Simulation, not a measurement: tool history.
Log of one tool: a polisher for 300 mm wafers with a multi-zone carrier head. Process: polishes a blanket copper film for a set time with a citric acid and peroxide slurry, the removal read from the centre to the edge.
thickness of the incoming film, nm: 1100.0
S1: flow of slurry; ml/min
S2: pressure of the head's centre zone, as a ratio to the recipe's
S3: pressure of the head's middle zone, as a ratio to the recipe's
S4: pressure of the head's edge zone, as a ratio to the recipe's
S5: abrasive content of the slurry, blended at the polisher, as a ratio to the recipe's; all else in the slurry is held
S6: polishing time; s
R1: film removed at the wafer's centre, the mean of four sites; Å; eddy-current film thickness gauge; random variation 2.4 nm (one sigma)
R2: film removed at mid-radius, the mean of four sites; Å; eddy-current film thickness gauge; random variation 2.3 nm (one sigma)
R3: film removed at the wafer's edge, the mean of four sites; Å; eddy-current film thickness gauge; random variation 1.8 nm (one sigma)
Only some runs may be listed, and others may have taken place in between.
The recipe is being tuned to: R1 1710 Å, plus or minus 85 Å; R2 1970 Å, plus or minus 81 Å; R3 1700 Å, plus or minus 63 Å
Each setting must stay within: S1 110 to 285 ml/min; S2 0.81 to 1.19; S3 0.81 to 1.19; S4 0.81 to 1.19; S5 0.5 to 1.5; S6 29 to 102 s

run 1 hour=0 | S1=180 S2=1 S3=1 S4=1 S5=1 S6=65 | R1=1456.8 R2=1456.7 R3=1434.4
run 2 hour=4.7 | S1=195 S2=1 S3=1.05 S4=1.02 S5=1.1 S6=66 | R1=1535.2 R2=1581 R3=1524.2
run 3 hour=11 | S1=195 S2=1 S3=1.05 S4=1.02 S5=1.1 S6=78 | R1=1772.7 R2=1841 R3=1814.2
run 4 hour=15.7 | S1=195 S2=1 S3=1.05 S4=1.06 S5=1.1 S6=78 | R1=1813 R2=1878.3 R3=1822.7
run 5 hour=22.2 | S1=195 S2=1 S3=1.01 S4=1.06 S5=1.1 S6=78 | R1=1811.1 R2=1842.9 R3=1807.4
run 6 hour=28.6 | S1=195 S2=1 S3=1.01 S4=1.06 S5=1.3 S6=78 | R1=1893.5 R2=1885.5 R3=1902.2
run 7 hour=34.5 | S1=200 S2=1.01 S3=1.06 S4=1.04 S5=1.15 S6=78 | R1=1855 R2=1882.6 R3=1844.8
run 8 hour=42.1 | S1=210 S2=1.01 S3=1.1 S4=1.05 S5=0.95 S6=78 | R1=1753.5 R2=1916.2 R3=1788.3
run 9 hour=50 | S1=215 S2=1.02 S3=1.13 S4=1.04 S5=0.9 S6=78 | R1=1799.3 R2=1934.5 R3=1776

Which single option among these 5 for the next run brings every result within its allowed miss of target? Just one does.
run A hour=57.9 | S1=235 S2=1.05 S3=1.16 S4=0.94 S5=0.85 S6=73 | R1=? R2=? R3=?
run B hour=57.9 | S1=250 S2=1.15 S3=1.19 S4=1.01 S5=0.95 S6=74 | R1=? R2=? R3=?
run C hour=57.9 | S1=285 S2=1.17 S3=1.14 S4=0.94 S5=1.05 S6=74 | R1=? R2=? R3=?
run D hour=57.9 | S1=245 S2=0.97 S3=1.16 S4=0.97 S5=0.55 S6=85 | R1=? R2=? R3=?
run E hour=57.9 | S1=225 S2=1.11 S3=1.19 S4=1.02 S5=0.7 S6=83 | R1=? R2=? R3=?

move=A R1=1709.2 R2=1830.2 R3=1562.1
move=B R1=1897.1 R2=1956.5 R3=1690.4
move=C R1=1994.6 R2=1964.7 R3=1691.8
move=D R1=1729 R2=1940.8 R3=1678.7
move=E R1=1911.7 R2=2018.8 R3=1758.3
A: carries the result that was furthest off beyond its target, to the other side
B: the furthest-off result lands on target, but another misses its tolerance
C: the furthest-off result lands on target, but another misses its tolerance
D: each result inside its tolerance
E: the furthest-off result lands on target, but another misses its tolerance
So the answer is move D, the one that meets all the targets.
